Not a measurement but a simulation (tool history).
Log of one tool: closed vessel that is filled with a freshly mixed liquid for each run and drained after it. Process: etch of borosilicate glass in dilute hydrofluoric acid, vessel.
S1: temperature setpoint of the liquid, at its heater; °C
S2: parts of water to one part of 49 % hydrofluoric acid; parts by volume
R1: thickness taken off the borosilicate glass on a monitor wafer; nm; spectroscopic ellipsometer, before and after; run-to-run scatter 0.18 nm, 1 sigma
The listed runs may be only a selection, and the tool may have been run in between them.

{"run": 1, "hour": 0.0, "S1": 22, "S2": 100, "time in the liquid (s)": 120, "R1": 36.088}
{"run": 2, "hour": 8.1, "S1": 21, "S2": 110, "time in the liquid (s)": 120, "R1": 30.917}
{"run": 3, "hour": 10.3, "S1": 21, "S2": 110, "time in the liquid (s)": 130, "R1": 33.687}
{"run": 4, "hour": 14.4, "S1": 23, "S2": 110, "time in the liquid (s)": 130, "R1": 36.877}
{"run": 5, "hour": 18.1, "S1": 23, "S2": 110, "time in the liquid (s)": 130, "R1": 37.13}
{"run": 6, "hour": 25.1, "S1": 22, "S2": 120, "time in the liquid (s)": 130, "R1": 31.598}
{"run": 7, "hour": 31.1, "S1": 21, "S2": 125, "time in the liquid (s)": 130, "R1": 29.675}
{"run": 8, "hour": 34.6, "S1": 20.5, "S2": 130, "time in the liquid (s)": 130, "R1": 27.975}
{"run": 9, "hour": 41.6, "S1": 20, "S2": 135, "time in the liquid (s)": 130, "R1": 25.898}
{"run": 10, "hour": 45.6, "S1": 19.5, "S2": 140, "time in the liquid (s)": 130, "R1": 24.38}
{"run": 11, "hour": 51.8, "S1": 19, "S2": 145, "time in the liquid (s)": 130, "R1": 22.38}
{"run": 12, "hour": 54.7, "S1": 18.5, "S2": 145, "time in the liquid (s)": 130, "R1": 22.497}
{"run": 13, "hour": 57.2, "S1": 18, "S2": 150, "time in the liquid (s)": 130, "R1": 21.404}

Run 14, settings as shown, results not yet in. Your forecast:
{"run": 14, "hour": 64.1, "S1": 17.5, "S2": 155, "time in the liquid (s)": 130, "R1": "?"}

Run 14 came out at R1 20.062 nm.

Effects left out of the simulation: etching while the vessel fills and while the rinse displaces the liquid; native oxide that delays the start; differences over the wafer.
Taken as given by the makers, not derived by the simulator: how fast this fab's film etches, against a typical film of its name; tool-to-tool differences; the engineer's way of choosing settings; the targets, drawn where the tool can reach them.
